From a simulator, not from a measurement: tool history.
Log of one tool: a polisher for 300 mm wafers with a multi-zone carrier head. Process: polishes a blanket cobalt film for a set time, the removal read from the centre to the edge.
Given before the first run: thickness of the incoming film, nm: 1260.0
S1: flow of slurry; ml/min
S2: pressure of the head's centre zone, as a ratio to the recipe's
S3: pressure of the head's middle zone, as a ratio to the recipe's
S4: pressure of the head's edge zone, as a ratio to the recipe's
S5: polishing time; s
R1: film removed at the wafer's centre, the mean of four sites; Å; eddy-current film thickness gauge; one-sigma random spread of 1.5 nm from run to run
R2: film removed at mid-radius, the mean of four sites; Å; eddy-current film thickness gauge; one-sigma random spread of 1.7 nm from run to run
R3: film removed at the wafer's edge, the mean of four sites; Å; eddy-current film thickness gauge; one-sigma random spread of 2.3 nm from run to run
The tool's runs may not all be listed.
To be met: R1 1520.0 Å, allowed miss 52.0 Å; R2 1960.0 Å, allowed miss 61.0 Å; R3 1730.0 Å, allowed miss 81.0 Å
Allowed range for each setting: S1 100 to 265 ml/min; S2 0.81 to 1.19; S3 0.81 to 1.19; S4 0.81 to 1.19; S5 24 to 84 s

run,hour,S1,S2,S3,S4,S5,R1,R2,R3
1,0.0,170,1.00,1.00,1.00,54,2269.2,2363.5,2474.0
2,3.5,150,1.00,1.00,1.00,54,2263.4,2332.3,2339.1
3,9.5,110,1.00,1.00,1.00,54,2155.2,2200.9,2239.6
4,11.0,110,1.00,0.97,1.00,54,2125.2,2187.9,2286.4
5,18.4,105,0.94,1.01,0.97,51,1867.6,2078.9,2132.3
6,27.4,105,0.94,0.98,0.97,51,1871.1,2020.8,2139.2
7,36.1,105,0.92,1.04,0.94,48,1736.5,2045.1,1930.3
8,38.2,105,0.90,1.05,0.92,47,1661.9,2026.2,1891.4
9,40.1,105,0.89,1.06,0.90,46,1590.7,1994.8,1819.1
10,46.6,105,0.89,1.06,0.88,46,1595.4,2019.9,1831.0

4 candidate next runs follow, results not yet known. Just one meets every target within its allowed miss. Identify it.
A,53.1,105,0.82,1.09,0.87,49,?,?,?
B,53.1,110,0.81,1.01,0.85,49,?,?,?
C,53.1,115,0.87,1.00,0.90,50,?,?,?
D,53.1,105,0.92,1.16,0.96,42,?,?,?

move,R1,R2,R3
A,1566.8,2123.3,1930.1
B,1561.8,2007.4,1923.6
C,1728.4,2046.8,2026.0
D,1509.0,1918.7,1729.8
A: meets the target for the result that was furthest off, but another lies outside its allowed miss
B: meets the target for the result that was furthest off, but another lies outside its allowed miss
C: the biggest miss grows against the last run
D: in spec on every target
D meets every target.
